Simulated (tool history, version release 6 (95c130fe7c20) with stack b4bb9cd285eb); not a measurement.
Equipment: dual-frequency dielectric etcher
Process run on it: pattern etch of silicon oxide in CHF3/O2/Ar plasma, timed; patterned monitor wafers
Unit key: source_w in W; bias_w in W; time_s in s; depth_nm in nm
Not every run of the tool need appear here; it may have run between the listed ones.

run,hour,source_w,bias_w,time_s,depth_nm
1,0.0,470,155,408.0,681.10
2,7.8,470,155,408.0,680.07
3,13.8,550,155,408.0,723.02
4,18.3,550,165,408.0,735.36
5,19.4,550,143,408.0,709.50
6,25.1,550,143,408.0,711.27
7,26.0,480,131,404.5,653.19
8,27.6,430,125,403.0,610.94
9,34.0,390,123,403.0,585.06

Run 10 has not been measured yet. What should we expect?
10,37.4,370,122,403.0,?

{"run 10": {"depth_nm": 561.59}}
